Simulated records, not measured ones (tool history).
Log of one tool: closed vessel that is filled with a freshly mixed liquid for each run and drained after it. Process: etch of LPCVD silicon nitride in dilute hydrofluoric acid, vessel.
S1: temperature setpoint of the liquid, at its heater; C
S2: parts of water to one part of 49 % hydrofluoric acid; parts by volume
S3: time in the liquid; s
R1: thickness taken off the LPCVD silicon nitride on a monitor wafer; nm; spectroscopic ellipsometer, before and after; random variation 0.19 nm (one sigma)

run,hour,S1,S2,S3,R1
1,0,22,120,2805,10.441
2,6.8,19.5,120,2805,8.6728
3,12.4,21.5,120,2805,9.9752
4,14.2,23,120,2805,11.007
5,15.4,19.5,120,2805,8.8299
6,18.3,19.5,120,3010,9.3315
7,24.7,21,120,3010,10.355

For run 8, what comes out?
8,29.7,22.5,120,3010,?

{"run 8": {"R1": 11.401}}
